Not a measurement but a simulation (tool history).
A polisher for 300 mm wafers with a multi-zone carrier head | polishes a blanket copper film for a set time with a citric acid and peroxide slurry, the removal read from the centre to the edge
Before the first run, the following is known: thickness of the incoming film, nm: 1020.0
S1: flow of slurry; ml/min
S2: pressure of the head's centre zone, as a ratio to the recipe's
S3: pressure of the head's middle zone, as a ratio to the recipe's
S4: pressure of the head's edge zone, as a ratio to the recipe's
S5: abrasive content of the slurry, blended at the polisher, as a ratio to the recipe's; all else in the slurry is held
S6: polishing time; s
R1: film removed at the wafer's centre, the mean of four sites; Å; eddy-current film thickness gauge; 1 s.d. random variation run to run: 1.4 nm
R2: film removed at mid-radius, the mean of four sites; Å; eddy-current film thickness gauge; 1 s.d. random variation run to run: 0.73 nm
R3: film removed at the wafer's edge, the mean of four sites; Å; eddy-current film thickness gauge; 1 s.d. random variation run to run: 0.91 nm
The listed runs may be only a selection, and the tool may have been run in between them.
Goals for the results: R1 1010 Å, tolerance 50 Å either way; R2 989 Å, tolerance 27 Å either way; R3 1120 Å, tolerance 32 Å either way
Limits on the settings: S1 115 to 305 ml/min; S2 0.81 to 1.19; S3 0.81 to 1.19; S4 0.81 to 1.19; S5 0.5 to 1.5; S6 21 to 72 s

| run | hour | S1 | S2 | S3 | S4 | S5 | S6 | R1 | R2 | R3 |
|---|---|---|---|---|---|---|---|---|---|---|
| 1 | 0 | 195 | 1 | 1 | 1 | 1 | 46 | 1276.5 | 1235.2 | 1257.7 |
| 2 | 4 | 190 | 0.98 | 0.98 | 0.99 | 0.95 | 46 | 1219 | 1176.9 | 1225.6 |
| 3 | 11.3 | 185 | 0.96 | 0.96 | 0.98 | 0.95 | 46 | 1203.6 | 1145.3 | 1218 |
| 4 | 17.4 | 185 | 0.96 | 0.96 | 1.06 | 0.95 | 46 | 1182.2 | 1146.7 | 1250.3 |
| 5 | 22.5 | 215 | 0.96 | 0.96 | 1.06 | 0.95 | 46 | 1224.4 | 1167.3 | 1275.2 |
| 6 | 30.9 | 205 | 0.94 | 0.95 | 1.04 | 0.9 | 46 | 1160.9 | 1157.4 | 1232.7 |
| 7 | 39.5 | 195 | 0.93 | 0.94 | 1.03 | 0.9 | 46 | 1135.3 | 1115.3 | 1239.5 |
| 8 | 41 | 190 | 0.93 | 0.93 | 1.01 | 0.85 | 46 | 1104.5 | 1098.2 | 1185.2 |
| 9 | 48 | 185 | 0.93 | 0.92 | 1.01 | 0.85 | 46 | 1129.7 | 1081.7 | 1185.1 |
| 10 | 48.8 | 185 | 0.93 | 0.92 | 1.01 | 0.85 | 46 | 1114.8 | 1075.3 | 1214.9 |
|  | 55.8 | worn pad replaced by a new one |
| 11 | 55.8 | 180 | 0.93 | 0.92 | 1 | 0.8 | 46 | 1174 | 1123.6 | 1244.9 |

Next run, 4 choices. One meets every target within its allowed miss, the rest don't. Which?
| A | 62.8 | 155 | 1.03 | 0.83 | 0.81 | 0.9 | 43 | ? | ? | ? |
| B | 62.8 | 210 | 0.83 | 1.06 | 0.98 | 0.7 | 47 | ? | ? | ? |
| C | 62.8 | 175 | 0.92 | 0.96 | 1 | 0.75 | 39 | ? | ? | ? |
| D | 62.8 | 200 | 0.88 | 0.88 | 0.98 | 0.8 | 41 | ? | ? | ? |

| move | R1 | R2 | R3 |
|---|---|---|---|
| A | 1238.1 | 973.46 | 1079.6 |
| B | 1060.8 | 1249.5 | 1201.3 |
| C | 967.97 | 953.74 | 1013.9 |
| D | 1017.1 | 971 | 1096 |
A: the worst result of the last run now meets its target, but another is out of spec
B: the biggest miss grows against the last run
C: moves the result that the last run missed by most past its target, out the other side
D: meets every target
The right move is D.
